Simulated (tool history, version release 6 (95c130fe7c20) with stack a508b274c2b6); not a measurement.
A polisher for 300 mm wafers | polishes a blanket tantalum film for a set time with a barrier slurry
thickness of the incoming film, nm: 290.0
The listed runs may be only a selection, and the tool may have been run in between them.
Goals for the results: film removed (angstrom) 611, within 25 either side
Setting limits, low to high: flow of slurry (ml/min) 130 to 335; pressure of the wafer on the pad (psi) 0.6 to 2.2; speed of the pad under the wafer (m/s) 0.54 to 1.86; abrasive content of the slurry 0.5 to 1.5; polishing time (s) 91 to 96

run  hour  flow of slurry (ml/min)  pressure of the wafer on the pad (psi)  speed of the pad under the wafer (m/s)  abrasive content of the slurry  polishing time (s)  film removed (angstrom)
  1     0                      215                                     1.4                                    1.18                               1                  91                   1093.4
  2   6.2                      215                                     1.4                                    1.18                            0.95                  91                   1079.2
  3  12.1                      215                                     1.4                                    1.18                             1.1                  91                   1131.4
  4  15.7                      215                                     1.1                                    1.16                             1.1                  91                   935.81
  5  20.8                      215                                     1.1                                    0.98                             1.1                  91                   816.45
  6  25.5                      215                                     1.1                                    0.98                               1                  91                   792.39
  7    29                      215                                       1                                    0.98                               1                  91                    757.8
  8  33.2                      215                                     0.9                                    0.98                               1                  91                   693.29
  9  35.9                      215                                     0.8                                    0.98                               1                  91                    640.9

Exactly one of the 5 candidate moves below puts every result within its allowed miss. Which one?
  A  38.6                      185                                     0.7                                    1.02                            0.95                  94                        ?
  B  38.6                      220                                     0.9                                    0.96                             1.1                  92                        ?
  C  38.6                      210                                     0.9                                    0.94                            0.95                  92                        ?
  D  38.6                      215                                     0.8                                    0.94                            1.05                  95                        ?
  E  38.6                      205                                     0.9                                    0.88                            1.05                  95                        ?

move  film removed (angstrom)
   A                   600.66
   B                   715.58
   C                   666.27
   D                   661.58
   E                   676.98
A: meets every target
B: lands further from the targets than the last run did
C: lands further from the targets than the last run did
D: lands further from the targets than the last run did
E: lands further from the targets than the last run did
Answer: A
